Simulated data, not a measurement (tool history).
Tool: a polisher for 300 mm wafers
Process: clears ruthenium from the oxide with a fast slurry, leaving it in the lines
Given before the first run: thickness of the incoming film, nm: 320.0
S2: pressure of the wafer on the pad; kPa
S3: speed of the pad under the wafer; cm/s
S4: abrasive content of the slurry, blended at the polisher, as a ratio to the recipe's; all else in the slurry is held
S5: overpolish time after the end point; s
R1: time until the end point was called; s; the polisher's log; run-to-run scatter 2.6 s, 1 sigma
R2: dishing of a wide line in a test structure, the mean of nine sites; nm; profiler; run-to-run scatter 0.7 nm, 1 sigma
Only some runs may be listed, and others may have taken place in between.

Run 1, hour 0.0: flow of slurry (ml/min) 125, S2 15.2 kPa, S3 116 cm/s, S4 1.00, S5 21 s. Result: R1 71.574 s, R2 64.915 nm.
Run 2, hour 3.4: flow of slurry (ml/min) 125, S2 15.2 kPa, S3 116 cm/s, S4 1.00, S5 30 s. Result: R1 71.494 s, R2 88.326 nm.
Run 3, hour 10.1: flow of slurry (ml/min) 110, S2 15.2 kPa, S3 116 cm/s, S4 1.00, S5 30 s. Result: R1 74.318 s, R2 85.086 nm.
Run 4, hour 10.9: flow of slurry (ml/min) 110, S2 15.2 kPa, S3 116 cm/s, S4 0.90, S5 30 s. Result: R1 77.291 s, R2 82.749 nm.
Run 5, hour 16.1: flow of slurry (ml/min) 110, S2 15.2 kPa, S3 132 cm/s, S4 0.90, S5 30 s. Result: R1 69.558 s, R2 87.111 nm.
Run 6, hour 20.2: flow of slurry (ml/min) 110, S2 19.3 kPa, S3 132 cm/s, S4 0.90, S5 30 s. Result: R1 55.599 s, R2 101.980 nm.
Run 7, hour 26.7: flow of slurry (ml/min) 105, S2 15.9 kPa, S3 112 cm/s, S4 0.90, S5 30 s. Result: R1 76.815 s, R2 80.883 nm.
Run 8, hour 34.0: flow of slurry (ml/min) 95, S2 11.7 kPa, S3 80 cm/s, S4 0.85, S5 34 s. Result: R1 142.410 s, R2 57.684 nm.
Run 9, hour 37.0: flow of slurry (ml/min) 90, S2 11.0 kPa, S3 80 cm/s, S4 0.85, S5 34 s. Result: R1 156.580 s, R2 52.765 nm.
Run 10, hour 44.4: flow of slurry (ml/min) 85, S2 10.3 kPa, S3 80 cm/s, S4 0.85, S5 34 s. Result: R1 165.430 s, R2 49.811 nm.

The next listed run, before its measurement:
Run 11, hour 47.3: flow of slurry (ml/min) 85, S2 10.3 kPa, S3 80 cm/s, S4 0.85, S5 35 s. Result: R1 ?, R2 ?.

R1: 163.960 s
R2: 50.382 nm
